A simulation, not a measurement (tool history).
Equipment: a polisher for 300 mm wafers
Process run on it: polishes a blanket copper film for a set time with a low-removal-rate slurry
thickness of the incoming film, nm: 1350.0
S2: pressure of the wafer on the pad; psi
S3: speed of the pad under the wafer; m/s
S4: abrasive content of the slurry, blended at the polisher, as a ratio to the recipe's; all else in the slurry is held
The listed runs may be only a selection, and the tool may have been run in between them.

Run 1, hour 0: flow of slurry (ml/min) 180, S2 3.4 psi, S3 1.14 m/s, S4 1, polishing time (s) 54. Result: film removed (nm) 167.92.
Run 2, hour 2: flow of slurry (ml/min) 180, S2 4 psi, S3 1.14 m/s, S4 1, polishing time (s) 54. Result: film removed (nm) 195.97.
Run 3, hour 6.1: flow of slurry (ml/min) 175, S2 3.7 psi, S3 1.14 m/s, S4 1, polishing time (s) 54. Result: film removed (nm) 184.44.
Run 4, hour 7.3: flow of slurry (ml/min) 175, S2 4.2 psi, S3 1.14 m/s, S4 1, polishing time (s) 54. Result: film removed (nm) 207.38.
Run 5, hour 14.7: flow of slurry (ml/min) 175, S2 3.9 psi, S3 1.14 m/s, S4 1, polishing time (s) 54. Result: film removed (nm) 192.44.
Run 6, hour 16: flow of slurry (ml/min) 130, S2 3.9 psi, S3 1.14 m/s, S4 1, polishing time (s) 54. Result: film removed (nm) 180.2.
Run 7, hour 22.9: flow of slurry (ml/min) 125, S2 3.7 psi, S3 1.14 m/s, S4 1, polishing time (s) 54. Result: film removed (nm) 170.55.
Run 8, hour 24.1: flow of slurry (ml/min) 125, S2 3.6 psi, S3 1.14 m/s, S4 1, polishing time (s) 54. Result: film removed (nm) 167.16.

Run 9, settings as shown, results not yet in. Your forecast:
Run 9, hour 26.6: flow of slurry (ml/min) 125, S2 3.5 psi, S3 1.14 m/s, S4 1, polishing time (s) 54. Result: film removed (nm) ?.

{"run 9": {"film removed (nm)": 160.98}}
